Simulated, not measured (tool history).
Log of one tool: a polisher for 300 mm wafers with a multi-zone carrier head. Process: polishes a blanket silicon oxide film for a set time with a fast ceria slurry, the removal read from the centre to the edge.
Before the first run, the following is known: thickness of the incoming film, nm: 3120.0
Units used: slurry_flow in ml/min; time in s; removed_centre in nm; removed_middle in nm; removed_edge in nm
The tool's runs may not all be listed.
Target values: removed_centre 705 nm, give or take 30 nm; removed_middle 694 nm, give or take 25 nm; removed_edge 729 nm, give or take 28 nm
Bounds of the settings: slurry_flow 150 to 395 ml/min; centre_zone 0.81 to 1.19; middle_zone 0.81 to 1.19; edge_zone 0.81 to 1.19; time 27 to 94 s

run 1 day=0 | slurry_flow=250 centre_zone=1 middle_zone=1 edge_zone=1 time=60 | removed_centre=1150.5 removed_middle=1157.2 removed_edge=1147.6
run 2 day=0.075 | slurry_flow=245 centre_zone=0.98 middle_zone=0.97 edge_zone=0.98 time=55 | removed_centre=1046.2 removed_middle=1042.5 removed_edge=1056.4
run 3 day=0.246 | slurry_flow=245 centre_zone=0.98 middle_zone=1.05 edge_zone=0.98 time=55 | removed_centre=1050.2 removed_middle=1098.3 removed_edge=1030.5
run 4 day=0.579 | slurry_flow=240 centre_zone=0.97 middle_zone=1.02 edge_zone=0.97 time=50 | removed_centre=944.17 removed_middle=997.79 removed_edge=957.75
run 5 day=0.729 | slurry_flow=260 centre_zone=0.97 middle_zone=1.02 edge_zone=0.97 time=50 | removed_centre=964.97 removed_middle=960.24 removed_edge=965.99
run 6 day=0.912 | slurry_flow=260 centre_zone=0.91 middle_zone=1.02 edge_zone=0.97 time=50 | removed_centre=910.45 removed_middle=972.13 removed_edge=966.99
run 7 day=0.996 | slurry_flow=260 centre_zone=0.91 middle_zone=1.01 edge_zone=0.96 time=46 | removed_centre=844.63 removed_middle=894.68 removed_edge=856.53
run 8 day=1.221 | slurry_flow=265 centre_zone=0.9 middle_zone=0.98 edge_zone=0.96 time=44 | removed_centre=800.97 removed_middle=843.93 removed_edge=850.03
run 9 day=1.588 | slurry_flow=270 centre_zone=0.9 middle_zone=0.96 edge_zone=0.94 time=43 | removed_centre=783.77 removed_middle=798.76 removed_edge=817.37
run 10 day=1.683 | slurry_flow=270 centre_zone=0.89 middle_zone=0.94 edge_zone=0.92 time=43 | removed_centre=782.47 removed_middle=825.65 removed_edge=808.16
run 11 day=1.762 | slurry_flow=275 centre_zone=0.89 middle_zone=0.93 edge_zone=0.92 time=42 | removed_centre=764.58 removed_middle=777.02 removed_edge=789.7

Which of these 4 next moves meets every target?
run A day=1.842 | slurry_flow=370 centre_zone=0.86 middle_zone=0.85 edge_zone=1.03 time=39 | removed_centre=? removed_middle=? removed_edge=?
run B day=1.842 | slurry_flow=285 centre_zone=0.81 middle_zone=0.89 edge_zone=0.95 time=38 | removed_centre=? removed_middle=? removed_edge=?
run C day=1.842 | slurry_flow=270 centre_zone=0.81 middle_zone=0.91 edge_zone=1.12 time=40 | removed_centre=? removed_middle=? removed_edge=?
run D day=1.842 | slurry_flow=225 centre_zone=0.97 middle_zone=0.95 edge_zone=1.01 time=38 | removed_centre=? removed_middle=? removed_edge=?

move=A removed_centre=724.84 removed_middle=700.18 removed_edge=810.18
move=B removed_centre=661.58 removed_middle=686.41 removed_edge=744.88
move=C removed_centre=691.8 removed_middle=728.73 removed_edge=845.95
move=D removed_centre=720.44 removed_middle=695.84 removed_edge=749.66
A: corrects the largest miss of the last run, while another result sits out of spec
B: corrects the largest miss of the last run, while another result sits out of spec
C: moves away from the targets compared with the last run
D: all results land within tolerance of their targets
Move D is the one to make.
